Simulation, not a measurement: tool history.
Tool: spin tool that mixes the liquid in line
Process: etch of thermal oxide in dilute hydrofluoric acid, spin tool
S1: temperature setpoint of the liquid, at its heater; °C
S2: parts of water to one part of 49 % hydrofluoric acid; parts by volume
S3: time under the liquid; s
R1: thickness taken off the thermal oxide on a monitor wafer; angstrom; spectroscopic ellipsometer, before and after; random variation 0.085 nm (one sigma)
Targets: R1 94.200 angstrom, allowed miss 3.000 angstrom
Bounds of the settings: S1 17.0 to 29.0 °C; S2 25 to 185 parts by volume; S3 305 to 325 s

| run | day | S1 | S2 | S3 | R1 |
|---|---|---|---|---|---|
| 1 | 0.000 | 21.0 | 105 | 305 | 107.770 |
| 2 | 0.262 | 23.0 | 105 | 305 | 115.420 |
| 3 | 0.558 | 23.0 | 105 | 305 | 115.330 |
| 4 | 0.704 | 22.5 | 105 | 305 | 112.190 |
| 5 | 0.946 | 22.0 | 105 | 305 | 111.680 |
| 6 | 1.038 | 21.5 | 105 | 305 | 108.520 |
| 7 | 1.325 | 21.0 | 105 | 305 | 105.920 |
| 8 | 1.675 | 21.0 | 105 | 305 | 107.080 |
| 9 | 1.879 | 20.5 | 105 | 305 | 104.170 |
| 10 | 1.950 | 19.0 | 105 | 305 | 98.157 |

4 next moves are on the table. One of them brings every result within its allowed miss. Which?
| A | 2.021 | 19.5 | 110 | 325 | ? |
| B | 2.021 | 17.0 | 100 | 305 | ? |
| C | 2.021 | 18.5 | 105 | 325 | ? |
| D | 2.021 | 18.5 | 100 | 310 | ? |

| move | R1 |
|---|---|
| A | 100.590 |
| B | 94.779 |
| C | 101.770 |
| D | 102.530 |
A: further off than the last run
B: meets every target
C: further off than the last run
D: further off than the last run
The right move is B.

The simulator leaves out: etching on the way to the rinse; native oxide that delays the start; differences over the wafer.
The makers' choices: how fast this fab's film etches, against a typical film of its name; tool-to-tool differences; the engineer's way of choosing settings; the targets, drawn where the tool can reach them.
